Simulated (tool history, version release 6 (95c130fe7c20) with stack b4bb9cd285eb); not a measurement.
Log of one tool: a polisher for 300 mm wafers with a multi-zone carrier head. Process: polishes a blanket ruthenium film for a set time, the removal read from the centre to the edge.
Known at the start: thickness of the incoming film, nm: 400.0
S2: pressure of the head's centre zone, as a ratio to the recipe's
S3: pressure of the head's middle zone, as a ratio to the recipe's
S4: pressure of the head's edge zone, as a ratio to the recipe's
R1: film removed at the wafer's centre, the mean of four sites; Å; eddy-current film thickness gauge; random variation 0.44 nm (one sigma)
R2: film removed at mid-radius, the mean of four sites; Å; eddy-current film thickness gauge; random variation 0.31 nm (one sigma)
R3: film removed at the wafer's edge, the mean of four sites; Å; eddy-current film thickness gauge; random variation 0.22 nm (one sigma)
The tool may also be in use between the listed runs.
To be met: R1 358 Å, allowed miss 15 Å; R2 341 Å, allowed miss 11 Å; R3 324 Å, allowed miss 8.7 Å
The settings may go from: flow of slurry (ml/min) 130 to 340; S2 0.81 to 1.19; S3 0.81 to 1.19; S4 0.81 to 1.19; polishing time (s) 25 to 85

run 1 hour=0 | flow_of_slurry_(ml/min)=220 S2=1 S3=1 S4=1 polishing_time_(s)=55 | R1=527.97 R2=552.33 R3=540.57
run 2 hour=1.9 | flow_of_slurry_(ml/min)=220 S2=1 S3=0.99 S4=0.98 polishing_time_(s)=53 | R1=506.49 R2=518.24 R3=513.56
run 3 hour=6.1 | flow_of_slurry_(ml/min)=220 S2=1 S3=0.99 S4=0.96 polishing_time_(s)=51 | R1=483.08 R2=495.36 R3=493.97
run 4 hour=9.5 | flow_of_slurry_(ml/min)=220 S2=1 S3=0.99 S4=0.96 polishing_time_(s)=59 | R1=553.77 R2=576.42 R3=568.37
run 5 hour=13.4 | flow_of_slurry_(ml/min)=220 S2=1 S3=0.99 S4=0.9 polishing_time_(s)=59 | R1=558.31 R2=564.25 R3=557.96
run 6 hour=18.3 | flow_of_slurry_(ml/min)=220 S2=1.01 S3=1 S4=0.89 polishing_time_(s)=56 | R1=535.25 R2=555.44 R3=526.24
run 7 hour=26.8 | flow_of_slurry_(ml/min)=220 S2=1.02 S3=1 S4=0.89 polishing_time_(s)=53 | R1=506.39 R2=510.72 R3=498.32
run 8 hour=31.8 | flow_of_slurry_(ml/min)=220 S2=1.03 S3=1.01 S4=0.88 polishing_time_(s)=51 | R1=506.77 R2=510.81 R3=482.06
run 9 hour=33.7 | flow_of_slurry_(ml/min)=220 S2=1.03 S3=1.01 S4=0.88 polishing_time_(s)=51 | R1=505.38 R2=505.13 R3=477.05
run 10 hour=38.8 | flow_of_slurry_(ml/min)=220 S2=1.03 S3=1.01 S4=0.88 polishing_time_(s)=49 | R1=478.14 R2=480.87 R3=464.47
run 11 hour=45.3 | flow_of_slurry_(ml/min)=220 S2=1.03 S3=1.01 S4=0.88 polishing_time_(s)=49 | R1=479.27 R2=485.22 R3=459.63
run 12 hour=48.7 | flow_of_slurry_(ml/min)=220 S2=1.03 S3=1.01 S4=0.88 polishing_time_(s)=47 | R1=457.51 R2=459.15 R3=446.22
run 13 hour=57.6 | flow_of_slurry_(ml/min)=220 S2=1.04 S3=1.01 S4=0.87 polishing_time_(s)=45 | R1=448.09 R2=455.68 R3=424.15
run 14 hour=65.3 | flow_of_slurry_(ml/min)=220 S2=1.04 S3=1 S4=0.87 polishing_time_(s)=44 | R1=431.56 R2=425.27 R3=408.06
run 15 hour=69.5 | flow_of_slurry_(ml/min)=220 S2=1.04 S3=1 S4=0.86 polishing_time_(s)=43 | R1=423 R2=426.12 R3=399.29
run 16 hour=71 | flow_of_slurry_(ml/min)=225 S2=1.04 S3=0.99 S4=0.85 polishing_time_(s)=42 | R1=405.23 R2=412.29 R3=391.51
-- hour=77.8 slurry nozzle cleaned
run 17 hour=77.8 | flow_of_slurry_(ml/min)=230 S2=1.05 S3=0.99 S4=0.85 polishing_time_(s)=41 | R1=424.04 R2=408.22 R3=388.21
run 18 hour=79.1 | flow_of_slurry_(ml/min)=225 S2=1.05 S3=0.99 S4=0.85 polishing_time_(s)=40 | R1=409.83 R2=396.26 R3=379.92
run 19 hour=87.6 | flow_of_slurry_(ml/min)=225 S2=1.05 S3=0.99 S4=0.85 polishing_time_(s)=39 | R1=395.31 R2=389.7 R3=369.62
run 20 hour=95.5 | flow_of_slurry_(ml/min)=210 S2=1.07 S3=0.98 S4=0.83 polishing_time_(s)=36 | R1=371.57 R2=357.09 R3=338.05

Which of these 4 next moves meets every target?
run A hour=103.4 | flow_of_slurry_(ml/min)=185 S2=0.92 S3=0.96 S4=0.88 polishing_time_(s)=36 | R1=? R2=? R3=?
run B hour=103.4 | flow_of_slurry_(ml/min)=190 S2=0.99 S3=1.13 S4=0.81 polishing_time_(s)=33 | R1=? R2=? R3=?
run C hour=103.4 | flow_of_slurry_(ml/min)=270 S2=1.09 S3=1.02 S4=0.95 polishing_time_(s)=33 | R1=? R2=? R3=?
run D hour=103.4 | flow_of_slurry_(ml/min)=220 S2=1.13 S3=1.05 S4=0.83 polishing_time_(s)=36 | R1=? R2=? R3=?

move=A R1=325.74 R2=340.77 R3=343.83
move=B R1=322.74 R2=359.52 R3=307.96
move=C R1=367.36 R2=339.18 R3=329.8
move=D R1=407.84 R2=372.8 R3=341.77
A: further off than the last run
B: takes the result that was furthest off past its target
C: meets every target
D: further off than the last run
Answer: C

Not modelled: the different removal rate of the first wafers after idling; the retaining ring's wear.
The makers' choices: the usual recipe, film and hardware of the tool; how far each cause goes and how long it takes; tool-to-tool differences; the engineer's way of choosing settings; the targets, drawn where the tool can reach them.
